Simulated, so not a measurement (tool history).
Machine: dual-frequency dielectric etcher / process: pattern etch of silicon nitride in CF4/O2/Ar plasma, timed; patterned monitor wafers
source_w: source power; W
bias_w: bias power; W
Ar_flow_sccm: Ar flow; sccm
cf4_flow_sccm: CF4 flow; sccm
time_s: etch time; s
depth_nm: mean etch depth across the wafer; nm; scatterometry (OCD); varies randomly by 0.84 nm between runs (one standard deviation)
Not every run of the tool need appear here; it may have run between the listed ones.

| run | day | source_w | bias_w | Ar_flow_sccm | cf4_flow_sccm | time_s | depth_nm |
|---|---|---|---|---|---|---|---|
| 1 | 0 | 570 | 64 | 119 | 138 | 78.5 | 214 |
| 2 | 0.346 | 570 | 64 | 119 | 162 | 78.5 | 216.57 |
| 3 | 0.704 | 620 | 64 | 119 | 162 | 78.5 | 236.61 |
| 4 | 0.917 | 620 | 71 | 119 | 162 | 78.5 | 247.36 |
| 5 | 1.146 | 640 | 71 | 119 | 162 | 78.5 | 253.85 |
| 6 | 1.267 | 640 | 71 | 134 | 162 | 78.5 | 251.26 |
| 7 | 1.383 | 660 | 71 | 134 | 162 | 78.5 | 258.71 |
| 8 | 1.571 | 680 | 71 | 134 | 162 | 78.5 | 267.51 |

Run 9 has not been measured yet. What should we expect?
| 9 | 1.921 | 690 | 71 | 134 | 162 | 78.5 | ? |

{"run 9": {"depth_nm": 272.16}}
